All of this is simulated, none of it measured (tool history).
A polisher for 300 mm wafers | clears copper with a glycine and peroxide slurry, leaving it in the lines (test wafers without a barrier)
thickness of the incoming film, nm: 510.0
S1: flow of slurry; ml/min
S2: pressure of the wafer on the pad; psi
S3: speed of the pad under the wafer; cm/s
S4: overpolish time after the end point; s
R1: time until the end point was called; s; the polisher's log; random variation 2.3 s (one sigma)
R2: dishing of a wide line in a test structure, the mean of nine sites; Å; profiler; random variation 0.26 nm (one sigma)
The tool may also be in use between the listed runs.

run 1 hour=0.0 | S1=225 S2=3.0 S3=80 S4=25 | R1=126.54 R2=664.96
run 2 hour=3.6 | S1=205 S2=2.6 S3=80 S4=21 | R1=142.39 R2=523.48
run 3 hour=11.1 | S1=170 S2=2.6 S3=80 S4=21 | R1=148.00 R2=509.75
run 4 hour=17.6 | S1=135 S2=2.6 S3=80 S4=21 | R1=153.29 R2=490.88
run 5 hour=24.1 | S1=135 S2=2.6 S3=68 S4=21 | R1=168.56 R2=453.58
run 6 hour=26.5 | S1=135 S2=2.4 S3=70 S4=18 | R1=174.00 R2=388.38
run 7 hour=27.2 | S1=190 S2=2.2 S3=68 S4=16 | R1=169.60 R2=345.20

Forecast run 8:
run 8 hour=29.5 | S1=230 S2=2.0 S3=66 S4=14 | R1=? R2=?

R1: 182.05 s
R2: 298.57 Å
